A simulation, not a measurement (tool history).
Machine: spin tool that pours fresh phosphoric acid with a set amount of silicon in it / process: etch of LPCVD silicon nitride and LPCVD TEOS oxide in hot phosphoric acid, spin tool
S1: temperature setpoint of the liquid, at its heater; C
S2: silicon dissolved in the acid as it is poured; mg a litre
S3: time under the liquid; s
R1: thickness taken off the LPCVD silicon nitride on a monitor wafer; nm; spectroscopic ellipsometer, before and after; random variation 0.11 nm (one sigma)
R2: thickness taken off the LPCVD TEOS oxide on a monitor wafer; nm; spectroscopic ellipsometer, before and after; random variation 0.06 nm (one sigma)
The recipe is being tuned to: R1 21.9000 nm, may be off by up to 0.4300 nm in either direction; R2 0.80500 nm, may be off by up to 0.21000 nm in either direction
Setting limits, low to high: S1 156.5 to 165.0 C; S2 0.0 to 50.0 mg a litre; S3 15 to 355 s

Run 1, hour 0.0: S1 160.0 C, S2 26.0 mg a litre, S3 180 s. Result: R1 13.7270 nm, R2 0.34421 nm.
Run 2, hour 4.3: S1 160.0 C, S2 26.0 mg a litre, S3 110 s. Result: R1 8.3747 nm, R2 0.22222 nm.
Run 3, hour 9.9: S1 160.0 C, S2 32.5 mg a litre, S3 110 s. Result: R1 8.3918 nm, R2 0.15611 nm.
Run 4, hour 11.6: S1 161.5 C, S2 32.5 mg a litre, S3 110 s. Result: R1 8.9630 nm, R2 0.19059 nm.
Run 5, hour 18.7: S1 162.0 C, S2 31.5 mg a litre, S3 125 s. Result: R1 10.2060 nm, R2 0.18986 nm.
Run 6, hour 26.8: S1 160.5 C, S2 31.5 mg a litre, S3 125 s. Result: R1 9.7632 nm, R2 0.21055 nm.
Run 7, hour 27.7: S1 160.5 C, S2 31.5 mg a litre, S3 125 s. Result: R1 9.7223 nm, R2 0.19265 nm.
Run 8, hour 33.5: S1 161.0 C, S2 30.0 mg a litre, S3 135 s. Result: R1 10.8150 nm, R2 0.24525 nm.
Run 9, hour 36.1: S1 161.5 C, S2 29.0 mg a litre, S3 145 s. Result: R1 11.7870 nm, R2 0.22974 nm.
Run 10, hour 40.9: S1 162.0 C, S2 26.0 mg a litre, S3 150 s. Result: R1 12.2100 nm, R2 0.33929 nm.
At hour 44.1: dissolved silicon flow meter replaced.
Run 11, hour 44.1: S1 162.5 C, S2 25.5 mg a litre, S3 160 s. Result: R1 13.4730 nm, R2 0.42383 nm.
Run 12, hour 49.1: S1 162.5 C, S2 25.5 mg a litre, S3 165 s. Result: R1 13.8330 nm, R2 0.44409 nm.
Run 13, hour 56.3: S1 162.5 C, S2 25.5 mg a litre, S3 170 s. Result: R1 14.3080 nm, R2 0.46874 nm.

Which single option among these 5 for the next run brings every result within its allowed miss of target? Just one does.
Run A, hour 63.5: S1 163.5 C, S2 21.0 mg a litre, S3 255 s. Result: R1 ?, R2 ?.
Run B, hour 63.5: S1 165.0 C, S2 1.5 mg a litre, S3 110 s. Result: R1 ?, R2 ?.
Run C, hour 63.5: S1 163.0 C, S2 22.5 mg a litre, S3 310 s. Result: R1 ?, R2 ?.
Run D, hour 63.5: S1 162.0 C, S2 14.0 mg a litre, S3 150 s. Result: R1 ?, R2 ?.
Run E, hour 63.5: S1 163.5 C, S2 50.0 mg a litre, S3 225 s. Result: R1 ?, R2 ?.

move       R1       R2
   A  21.9430  0.89504
   B   9.9449  0.67750
   C  26.2380  1.00280
   D  12.2810  0.56890
   E  19.3610  0.24273
A: meets every target
B: lands further from the targets than the last run did
C: moves the result that the last run missed by most past its target, out the other side
D: lands further from the targets than the last run did
E: gains on the last run, yet a result remains outside its allowed miss
Correct choice: A, which meets every target
